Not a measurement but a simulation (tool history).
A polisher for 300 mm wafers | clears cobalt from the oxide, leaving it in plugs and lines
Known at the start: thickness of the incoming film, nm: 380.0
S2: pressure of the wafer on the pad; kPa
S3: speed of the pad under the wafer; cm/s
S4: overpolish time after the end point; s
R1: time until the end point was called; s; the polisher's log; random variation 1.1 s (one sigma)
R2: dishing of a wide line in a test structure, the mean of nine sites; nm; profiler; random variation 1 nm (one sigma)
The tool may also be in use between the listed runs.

Run 1, hour 0.0: flow of slurry (ml/min) 160, S2 9.7 kPa, S3 114 cm/s, S4 27 s. Result: R1 95.850 s, R2 42.139 nm.
Run 2, hour 6.3: flow of slurry (ml/min) 160, S2 8.3 kPa, S3 114 cm/s, S4 27 s. Result: R1 113.480 s, R2 38.591 nm.
Run 3, hour 8.9: flow of slurry (ml/min) 160, S2 8.3 kPa, S3 114 cm/s, S4 38 s. Result: R1 113.640 s, R2 43.901 nm.
Run 4, hour 12.0: flow of slurry (ml/min) 160, S2 9.7 kPa, S3 118 cm/s, S4 33 s. Result: R1 92.234 s, R2 43.270 nm.
Run 5, hour 18.1: flow of slurry (ml/min) 160, S2 10.3 kPa, S3 120 cm/s, S4 31 s. Result: R1 84.355 s, R2 43.517 nm.
Run 6, hour 23.8: flow of slurry (ml/min) 160, S2 11.0 kPa, S3 122 cm/s, S4 30 s. Result: R1 78.084 s, R2 43.536 nm.

Forecast run 7:
Run 7, hour 32.2: flow of slurry (ml/min) 160, S2 11.0 kPa, S3 122 cm/s, S4 30 s. Result: R1 ?, R2 ?.

R1: 78.939 s
R2: 46.090 nm

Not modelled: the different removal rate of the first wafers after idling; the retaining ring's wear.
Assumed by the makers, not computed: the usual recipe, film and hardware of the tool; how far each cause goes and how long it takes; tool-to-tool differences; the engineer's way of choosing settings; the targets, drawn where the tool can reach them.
